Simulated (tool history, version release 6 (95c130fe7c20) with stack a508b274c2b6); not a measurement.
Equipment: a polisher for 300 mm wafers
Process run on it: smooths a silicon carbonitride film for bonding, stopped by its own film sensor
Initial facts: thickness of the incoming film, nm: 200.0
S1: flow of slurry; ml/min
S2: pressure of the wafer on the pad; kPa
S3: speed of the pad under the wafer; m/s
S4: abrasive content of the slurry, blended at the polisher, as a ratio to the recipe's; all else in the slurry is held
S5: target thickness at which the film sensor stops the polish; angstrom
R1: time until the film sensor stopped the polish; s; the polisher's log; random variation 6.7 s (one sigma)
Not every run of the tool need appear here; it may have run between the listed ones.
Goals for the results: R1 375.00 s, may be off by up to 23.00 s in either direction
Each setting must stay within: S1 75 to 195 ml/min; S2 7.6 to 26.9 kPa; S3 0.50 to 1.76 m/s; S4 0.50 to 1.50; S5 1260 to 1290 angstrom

run  hour   S1    S2    S3    S4    S5      R1
  1   0.0  125  17.2  1.12  1.00  1290  250.83
  2   3.7  125  20.0  1.12  1.00  1290  215.07
  3   7.1  125  16.5  1.12  1.00  1290  248.42
  4  11.3  125  13.8  1.08  1.00  1290  307.49
  5  16.7  125  13.1  1.08  1.00  1290  327.03
  6  22.2  125  13.1  1.08  1.20  1290  302.75
  7  27.9  125  13.1  1.08  1.20  1290  298.57
  8  32.6  125  11.7  1.06  1.20  1290  349.54

Below are 5 possible settings for the next run. Only one of them brings all results inside the allowed miss of their targets. Which is it?
  A  37.3  100  11.7  1.40  0.95  1290   ?
  B  37.3  145  11.0  0.96  1.20  1280   ?
  C  37.3  130  13.1  1.00  1.15  1260   ?
  D  37.3   95  13.1  1.00  1.20  1290   ?
  E  37.3  120  11.7  1.12  1.25  1280   ?

move      R1
   A  340.16
   B  372.98
   C  330.93
   D  339.37
   E  335.62
A: moves away from the targets compared with the last run
B: meets every target
C: moves away from the targets compared with the last run
D: moves away from the targets compared with the last run
E: moves away from the targets compared with the last run
Move B is the one to make.
